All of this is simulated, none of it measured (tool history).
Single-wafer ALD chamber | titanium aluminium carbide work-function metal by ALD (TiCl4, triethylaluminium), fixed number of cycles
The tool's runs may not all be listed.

run  hour  heater temperature setpoint (K)  triethylaluminium pulse time (s)  mean film thickness on the monitor wafer (nm)
  1   0.0                           588.15                              7.72                                         2.0671
  2   7.7                           585.15                              7.17                                         2.0049
  3  13.9                           592.15                              7.17                                         2.0468
  4  20.0                           592.15                              6.21                                         1.9432
  5  22.6                           589.15                              5.83                                         1.8854
  6  28.4                           589.15                              4.18                                         1.5270
  7  35.3                           588.15                              4.17                                         1.5218
  8  38.5                           587.15                              4.17                                         1.5120
  9  39.1                           578.15                              3.81                                         1.3576
 10  39.8                           579.15                              3.81                                         1.3574
 11  41.2                           580.15                              3.81                                         1.3576
 12  43.1                           581.15                              3.81                                         1.3708
 13  50.1                           582.15                              3.81                                         1.3784
 14  53.0                           583.15                              3.81                                         1.3772
 15  57.6                           584.15                              3.81                                         1.3822
 16  60.1                           585.15                              3.81                                         1.3849
 17  66.8                           586.15                              3.81                                         1.4046

Forecast run 18:
 18  73.4                           587.15                              3.81                                              ?

Run 18 gave mean film thickness on the monitor wafer (nm) 1.3921.

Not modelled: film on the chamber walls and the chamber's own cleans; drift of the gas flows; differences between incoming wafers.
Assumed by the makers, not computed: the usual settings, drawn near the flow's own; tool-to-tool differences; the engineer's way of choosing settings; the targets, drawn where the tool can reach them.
